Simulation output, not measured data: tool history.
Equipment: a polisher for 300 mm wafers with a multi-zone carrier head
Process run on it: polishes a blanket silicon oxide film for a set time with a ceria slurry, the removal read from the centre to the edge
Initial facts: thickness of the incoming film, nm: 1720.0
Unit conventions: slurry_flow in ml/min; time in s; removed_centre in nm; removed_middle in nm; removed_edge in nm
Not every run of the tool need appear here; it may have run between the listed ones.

run	day	slurry_flow	centre_zone	middle_zone	edge_zone	time	removed_centre	removed_middle	removed_edge
1	0	195	1	1	1	79	287.46	303.36	303.86
2	0.329	195	1	0.95	1	79	289.95	288.47	300.33
3	0.438	225	1	0.95	1	79	294.55	298.3	305.32
4	0.754	260	1	0.95	1	79	299.01	299.08	308.58
5	0.85	260	1.01	0.99	1.03	82	321.15	325.8	329.09
6	1.058	260	0.94	0.99	1.03	82	289.94	324.68	329.16
7	1.325	260	0.96	1.02	1.06	84	305.05	340.31	341.33
8	1.567	260	0.97	1.04	1.08	86	314.36	352.83	351.89

What will run 9 give?
9	1.638	285	1.03	1.14	1.17	96	?	?	?

{"run 9": {"removed_centre": 377.92, "removed_middle": 433.61, "removed_edge": 409.53}}
